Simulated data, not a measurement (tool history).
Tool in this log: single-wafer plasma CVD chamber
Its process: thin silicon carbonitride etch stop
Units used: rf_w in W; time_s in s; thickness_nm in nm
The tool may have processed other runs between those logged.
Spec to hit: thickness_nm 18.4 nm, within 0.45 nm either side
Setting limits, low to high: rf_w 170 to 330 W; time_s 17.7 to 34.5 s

run 1 day=0 | rf_w=250 time_s=26.1 | thickness_nm=16.173
run 2 day=0.175 | rf_w=235 time_s=26.1 | thickness_nm=15.839
run 3 day=0.254 | rf_w=235 time_s=29 | thickness_nm=17.804
run 4 day=0.429 | rf_w=235 time_s=29.1 | thickness_nm=17.753
run 5 day=0.6 | rf_w=210 time_s=29.1 | thickness_nm=17.048
run 6 day=0.833 | rf_w=215 time_s=29.2 | thickness_nm=17.397
run 7 day=0.904 | rf_w=220 time_s=29.3 | thickness_nm=17.573
run 8 day=1.104 | rf_w=225 time_s=29.4 | thickness_nm=17.79
run 9 day=1.246 | rf_w=230 time_s=29.5 | thickness_nm=17.72

Exercise: of the 4 proposed moves below, exactly one satisfies all targets within the stated allowed misses. Which move is it?
run A day=1.388 | rf_w=225 time_s=28.9 | thickness_nm=?
run B day=1.388 | rf_w=210 time_s=31.5 | thickness_nm=?
run C day=1.388 | rf_w=235 time_s=28 | thickness_nm=?
run D day=1.388 | rf_w=225 time_s=29.1 | thickness_nm=?

move=A thickness_nm=17.396
move=B thickness_nm=18.571
move=C thickness_nm=17.076
move=D thickness_nm=17.516
A: misses by more than the last run did
B: every result within its allowed miss
C: misses by more than the last run did
D: misses by more than the last run did
B is the move that brings every result within its allowed miss.
